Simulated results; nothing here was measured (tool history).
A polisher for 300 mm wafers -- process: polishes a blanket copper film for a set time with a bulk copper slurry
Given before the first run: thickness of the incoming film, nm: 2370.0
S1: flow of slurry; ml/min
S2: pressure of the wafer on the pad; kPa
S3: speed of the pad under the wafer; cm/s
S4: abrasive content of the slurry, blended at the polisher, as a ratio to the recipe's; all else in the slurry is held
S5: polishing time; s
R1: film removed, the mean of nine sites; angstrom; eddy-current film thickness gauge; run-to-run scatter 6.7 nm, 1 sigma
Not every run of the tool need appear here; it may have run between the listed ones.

run 1 day=0.000 | S1=165 S2=18.6 S3=92 S4=1.0 S5=39 | R1=2857.3
run 2 day=0.046 | S1=165 S2=18.6 S3=92 S4=0.9 S5=39 | R1=2827.1
run 3 day=0.096 | S1=165 S2=18.6 S3=92 S4=0.9 S5=35 | R1=2512.7
run 4 day=0.438 | S1=165 S2=21.4 S3=96 S4=0.9 S5=35 | R1=2995.7
run 5 day=0.717 | S1=165 S2=24.8 S3=96 S4=0.9 S5=35 | R1=3280.5
-- day=0.975 slurry nozzle cleaned
run 6 day=0.975 | S1=180 S2=24.8 S3=96 S4=0.9 S5=35 | R1=3662.9
run 7 day=1.158 | S1=195 S2=24.8 S3=96 S4=0.9 S5=35 | R1=3798.3
run 8 day=1.279 | S1=210 S2=24.8 S3=96 S4=0.9 S5=35 | R1=3819.8
run 9 day=1.546 | S1=220 S2=25.5 S3=96 S4=0.9 S5=35 | R1=3900.9
run 10 day=1.758 | S1=225 S2=26.2 S3=98 S4=0.9 S5=35 | R1=4114.2

Estimate the outcome of run 11 from the log above:
run 11 day=1.954 | S1=225 S2=26.9 S3=100 S4=0.9 S5=35 | R1=?

{"run 11": {"R1": 4197.4}}

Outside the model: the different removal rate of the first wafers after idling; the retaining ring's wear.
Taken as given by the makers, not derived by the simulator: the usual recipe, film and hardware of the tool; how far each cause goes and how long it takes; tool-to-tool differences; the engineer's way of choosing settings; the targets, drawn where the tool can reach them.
